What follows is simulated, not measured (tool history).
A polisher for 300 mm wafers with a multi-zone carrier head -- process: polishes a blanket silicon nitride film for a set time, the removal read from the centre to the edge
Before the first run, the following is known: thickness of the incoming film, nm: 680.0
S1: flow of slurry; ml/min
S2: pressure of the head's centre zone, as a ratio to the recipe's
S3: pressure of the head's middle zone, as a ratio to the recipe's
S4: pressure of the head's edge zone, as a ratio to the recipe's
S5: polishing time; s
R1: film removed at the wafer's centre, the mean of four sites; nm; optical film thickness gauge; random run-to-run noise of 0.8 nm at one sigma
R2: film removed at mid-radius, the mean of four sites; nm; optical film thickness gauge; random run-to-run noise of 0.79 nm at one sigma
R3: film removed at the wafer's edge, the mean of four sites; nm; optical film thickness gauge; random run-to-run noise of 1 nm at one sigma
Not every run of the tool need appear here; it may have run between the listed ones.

| run | hour | S1 | S2 | S3 | S4 | S5 | R1 | R2 | R3 |
|---|---|---|---|---|---|---|---|---|---|
| 1 | 0.0 | 220 | 1.00 | 1.00 | 1.00 | 53 | 53.473 | 54.585 | 53.990 |
| 2 | 2.5 | 220 | 0.99 | 0.99 | 1.02 | 55 | 54.769 | 55.642 | 54.752 |
| 3 | 9.7 | 220 | 1.07 | 0.99 | 1.02 | 55 | 60.108 | 54.899 | 55.988 |
| 4 | 13.1 | 220 | 1.07 | 0.94 | 1.02 | 55 | 58.830 | 52.901 | 56.526 |
| 5 | 17.7 | 220 | 1.05 | 0.93 | 1.04 | 57 | 61.470 | 54.946 | 58.493 |
| 6 | 21.8 | 220 | 0.96 | 0.93 | 1.04 | 57 | 55.092 | 55.629 | 59.772 |
| 7 | 28.6 | 220 | 0.95 | 0.92 | 1.05 | 59 | 56.750 | 55.744 | 61.855 |

For run 8, what comes out?
| 8 | 29.2 | 220 | 0.94 | 0.92 | 1.06 | 61 | ? | ? | ? |

Logged for run 8: R1 59.149 nm, R2 57.756 nm, R3 63.033 nm.

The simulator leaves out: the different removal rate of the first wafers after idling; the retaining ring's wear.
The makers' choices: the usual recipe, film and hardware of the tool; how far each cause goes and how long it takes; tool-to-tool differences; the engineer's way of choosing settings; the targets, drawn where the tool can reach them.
